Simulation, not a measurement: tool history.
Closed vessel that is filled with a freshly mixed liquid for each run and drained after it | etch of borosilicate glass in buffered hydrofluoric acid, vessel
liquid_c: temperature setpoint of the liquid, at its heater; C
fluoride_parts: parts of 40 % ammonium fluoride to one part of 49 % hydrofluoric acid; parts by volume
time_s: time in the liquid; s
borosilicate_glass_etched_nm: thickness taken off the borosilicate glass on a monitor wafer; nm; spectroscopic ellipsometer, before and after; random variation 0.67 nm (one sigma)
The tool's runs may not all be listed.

run  hour  liquid_c  fluoride_parts  time_s  borosilicate_glass_etched_nm
  1     0        24            12.5      90                        87.132
  2   5.8        24            12.5      95                        94.051
  3  11.5      21.5            12.5      95                        81.244
  4  19.8        22            12.5      95                        83.141
  5  27.4      22.5            12.5      95                        86.966
  6  30.3      22.5              11      95                        96.988
  7  36.1      22.5              11      95                        97.364

Forecast run 8:
  8  41.9        23              11      95                             ?

{"run 8": {"borosilicate_glass_etched_nm": 99.904}}
